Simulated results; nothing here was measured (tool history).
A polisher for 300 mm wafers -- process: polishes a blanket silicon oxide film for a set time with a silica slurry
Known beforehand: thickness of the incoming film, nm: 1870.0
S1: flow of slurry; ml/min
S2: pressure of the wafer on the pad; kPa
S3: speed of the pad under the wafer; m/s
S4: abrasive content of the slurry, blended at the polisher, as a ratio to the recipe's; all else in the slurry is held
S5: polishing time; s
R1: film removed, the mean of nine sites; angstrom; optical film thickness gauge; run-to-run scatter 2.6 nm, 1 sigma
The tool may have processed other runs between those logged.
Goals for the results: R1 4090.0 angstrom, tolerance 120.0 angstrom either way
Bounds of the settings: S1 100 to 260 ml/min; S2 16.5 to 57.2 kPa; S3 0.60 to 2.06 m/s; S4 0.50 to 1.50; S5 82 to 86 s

run,day,S1,S2,S3,S4,S5,R1
1,0.000,165,36.5,1.32,1.00,82,3516.5
2,0.025,165,36.5,1.32,1.00,86,3667.5
3,0.275,165,36.5,1.32,1.00,86,3667.3
4,0.629,165,36.5,1.06,1.00,86,3089.8
5,0.992,165,36.5,1.06,0.90,86,2975.3
6,1.183,170,38.6,1.06,0.90,86,3103.3
7,1.388,170,40.7,1.06,0.90,86,3259.2
8,1.604,175,42.7,1.06,0.90,86,3354.7
9,1.879,175,44.8,1.06,0.90,86,3539.4
10,2.062,175,46.2,1.06,0.90,86,3616.4
11,2.154,210,50.3,1.06,0.90,86,3967.4

4 next moves are on the table. One of them brings every result within its allowed miss. Which?
A,2.246,210,45.5,1.16,0.90,82,?
B,2.246,225,55.8,1.02,0.85,82,?
C,2.246,225,55.8,0.86,0.95,86,?
D,2.246,180,57.2,0.98,0.90,86,?

move,R1
A,3724.8
B,3909.7
C,3776.4
D,4047.2
A: moves away from the targets compared with the last run
B: moves away from the targets compared with the last run
C: moves away from the targets compared with the last run
D: each result inside its tolerance
D is the move that brings every result within its allowed miss.

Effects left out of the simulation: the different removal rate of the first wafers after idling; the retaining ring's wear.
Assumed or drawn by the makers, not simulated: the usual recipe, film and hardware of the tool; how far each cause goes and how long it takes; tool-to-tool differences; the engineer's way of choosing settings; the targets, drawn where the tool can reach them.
